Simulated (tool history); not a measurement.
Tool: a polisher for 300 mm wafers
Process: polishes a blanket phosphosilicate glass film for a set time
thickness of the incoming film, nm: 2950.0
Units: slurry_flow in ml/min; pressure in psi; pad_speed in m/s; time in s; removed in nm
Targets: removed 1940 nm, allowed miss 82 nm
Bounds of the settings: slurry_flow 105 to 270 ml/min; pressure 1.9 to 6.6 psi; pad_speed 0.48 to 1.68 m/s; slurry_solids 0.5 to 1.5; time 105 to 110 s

{"run": 1, "hour": 0.0, "slurry_flow": 175, "pressure": 4.2, "pad_speed": 1.08, "slurry_solids": 1, "time": 105, "removed": 1260.4}
{"run": 2, "hour": 2.4, "slurry_flow": 175, "pressure": 4.8, "pad_speed": 1.1, "slurry_solids": 1, "time": 105, "removed": 1493.4}
{"run": 3, "hour": 3.1, "slurry_flow": 175, "pressure": 4.8, "pad_speed": 1.1, "slurry_solids": 0.9, "time": 105, "removed": 1369.9}
{"run": 4, "hour": 10.4, "slurry_flow": 175, "pressure": 5.3, "pad_speed": 1.1, "slurry_solids": 0.9, "time": 105, "removed": 1462.5}
{"run": 5, "hour": 11.4, "slurry_flow": 205, "pressure": 5.3, "pad_speed": 1.1, "slurry_solids": 0.9, "time": 105, "removed": 1557.6}
{"run": 6, "hour": 12.8, "slurry_flow": 210, "pressure": 5.6, "pad_speed": 1.1, "slurry_solids": 0.9, "time": 105, "removed": 1654.2}
{"run": 7, "hour": 19.1, "slurry_flow": 215, "pressure": 5.8, "pad_speed": 1.1, "slurry_solids": 0.9, "time": 105, "removed": 1681.2}
{"run": 8, "hour": 24.6, "slurry_flow": 215, "pressure": 5.8, "pad_speed": 1.1, "slurry_solids": 0.9, "time": 105, "removed": 1678.4}
{"run": 9, "hour": 26.5, "slurry_flow": 215, "pressure": 6.1, "pad_speed": 1.1, "slurry_solids": 0.9, "time": 105, "removed": 1749.4}
{"run": 10, "hour": 31.7, "slurry_flow": 220, "pressure": 6.3, "pad_speed": 1.1, "slurry_solids": 0.9, "time": 105, "removed": 1830.8}
{"run": 11, "hour": 33.5, "slurry_flow": 220, "pressure": 6.3, "pad_speed": 1.1, "slurry_solids": 0.9, "time": 105, "removed": 1825.1}

Which of these 5 next moves meets every target?
{"run": "A", "hour": 35.3, "slurry_flow": 200, "pressure": 6.6, "pad_speed": 1.18, "slurry_solids": 0.9, "time": 110, "removed": "?"}
{"run": "B", "hour": 35.3, "slurry_flow": 215, "pressure": 6.3, "pad_speed": 1.14, "slurry_solids": 0.95, "time": 110, "removed": "?"}
{"run": "C", "hour": 35.3, "slurry_flow": 260, "pressure": 5.6, "pad_speed": 1.28, "slurry_solids": 0.95, "time": 110, "removed": "?"}
{"run": "D", "hour": 35.3, "slurry_flow": 220, "pressure": 5.6, "pad_speed": 1, "slurry_solids": 1.2, "time": 110, "removed": "?"}
{"run": "E", "hour": 35.3, "slurry_flow": 180, "pressure": 6.6, "pad_speed": 1.02, "slurry_solids": 1.15, "time": 107, "removed": "?"}

move=A removed=2116.9
move=B removed=2069.9
move=C removed=2069.4
move=D removed=1929.8
move=E removed=2126.1
A: takes the result that was furthest off past its target
B: takes the result that was furthest off past its target
C: takes the result that was furthest off past its target
D: meets every target
E: takes the result that was furthest off past its target
The right move is D.
